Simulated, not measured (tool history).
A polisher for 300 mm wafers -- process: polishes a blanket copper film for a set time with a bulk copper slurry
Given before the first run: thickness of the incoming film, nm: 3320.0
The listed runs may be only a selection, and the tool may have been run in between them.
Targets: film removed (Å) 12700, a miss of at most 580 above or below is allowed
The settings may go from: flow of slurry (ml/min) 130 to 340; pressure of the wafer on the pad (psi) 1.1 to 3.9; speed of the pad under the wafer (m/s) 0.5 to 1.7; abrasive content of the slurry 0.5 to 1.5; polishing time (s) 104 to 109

run	day	flow of slurry (ml/min)	pressure of the wafer on the pad (psi)	speed of the pad under the wafer (m/s)	abrasive content of the slurry	polishing time (s)	film removed (Å)
1	0	220	2.5	1.1	1	104	10433
2	0.112	220	2.6	1.1	1	104	10716
3	0.446	220	2.3	1.1	1	104	9956.4
4	0.617	220	2.3	1.1	1	109	10291
5	0.721	220	2.4	1.1	1	109	10642
6	0.804	265	2.4	1.1	1	109	10860
7	0.921	265	2.5	1.1	1	109	10948
8	0.992	265	2.6	1.1	1	109	11453

Consider the 4 candidate settings below. Which is the only one whose results all fall within their allowed miss of target?
A	1.062	335	2.4	1.34	1.3	109	?
B	1.062	255	2.7	1.3	1	109	?
C	1.062	280	2.9	1.14	0.95	109	?
D	1.062	280	2.2	1.2	0.7	109	?

move	film removed (Å)
A	13848
B	13494
C	12450
D	10627
A: moves the result that the last run missed by most past its target, out the other side
B: moves the result that the last run missed by most past its target, out the other side
C: every result within its allowed miss
D: lands further from the targets than the last run did
Answer: C
